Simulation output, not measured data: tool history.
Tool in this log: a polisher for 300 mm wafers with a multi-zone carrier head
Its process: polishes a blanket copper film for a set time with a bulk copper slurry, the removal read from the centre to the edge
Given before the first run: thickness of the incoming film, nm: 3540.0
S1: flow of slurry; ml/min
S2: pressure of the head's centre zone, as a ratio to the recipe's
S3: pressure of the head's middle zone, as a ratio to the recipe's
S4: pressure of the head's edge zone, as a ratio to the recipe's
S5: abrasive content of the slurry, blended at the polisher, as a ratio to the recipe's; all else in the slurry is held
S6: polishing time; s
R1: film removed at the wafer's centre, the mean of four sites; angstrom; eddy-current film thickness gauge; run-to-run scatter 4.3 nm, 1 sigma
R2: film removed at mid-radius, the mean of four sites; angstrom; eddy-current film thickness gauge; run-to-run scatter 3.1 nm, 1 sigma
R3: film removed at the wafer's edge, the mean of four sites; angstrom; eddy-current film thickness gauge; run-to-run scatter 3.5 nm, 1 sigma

{"run": 1, "day": 0.0, "S1": 125, "S2": 1.0, "S3": 1.0, "S4": 1.0, "S5": 1.0, "S6": 76, "R1": 4175.1, "R2": 4112.1, "R3": 4095.0}
{"run": 2, "day": 0.296, "S1": 125, "S2": 1.0, "S3": 1.0, "S4": 1.0, "S5": 0.9, "S6": 76, "R1": 4191.2, "R2": 4134.8, "R3": 4020.0}
{"run": 3, "day": 0.4, "S1": 125, "S2": 1.0, "S3": 1.0, "S4": 1.0, "S5": 0.9, "S6": 63, "R1": 3369.9, "R2": 3437.5, "R3": 3331.7}
{"run": 4, "day": 0.771, "S1": 125, "S2": 1.0, "S3": 1.04, "S4": 1.0, "S5": 0.9, "S6": 63, "R1": 3374.3, "R2": 3498.2, "R3": 3299.1}
{"run": 5, "day": 0.808, "S1": 115, "S2": 1.0, "S3": 1.05, "S4": 0.96, "S5": 0.8, "S6": 62, "R1": 3281.0, "R2": 3399.2, "R3": 3110.9}
{"run": 6, "day": 1.083, "S1": 115, "S2": 1.0, "S3": 1.05, "S4": 0.96, "S5": 0.8, "S6": 51, "R1": 2709.0, "R2": 2749.3, "R3": 2496.0}
{"run": 7, "day": 1.25, "S1": 130, "S2": 1.0, "S3": 1.07, "S4": 0.96, "S5": 0.8, "S6": 51, "R1": 2734.4, "R2": 2873.0, "R3": 2582.8}
{"run": 8, "day": 1.467, "S1": 135, "S2": 1.01, "S3": 1.1, "S4": 0.96, "S5": 0.8, "S6": 51, "R1": 2738.9, "R2": 3042.4, "R3": 2550.7}

Estimate the outcome of run 9 from the log above:
{"run": 9, "day": 1.742, "S1": 135, "S2": 1.01, "S3": 1.1, "S4": 0.96, "S5": 0.8, "S6": 51, "R1": "?", "R2": "?", "R3": "?"}

R1: 2769.4 angstrom
R2: 2985.5 angstrom
R3: 2610.2 angstrom

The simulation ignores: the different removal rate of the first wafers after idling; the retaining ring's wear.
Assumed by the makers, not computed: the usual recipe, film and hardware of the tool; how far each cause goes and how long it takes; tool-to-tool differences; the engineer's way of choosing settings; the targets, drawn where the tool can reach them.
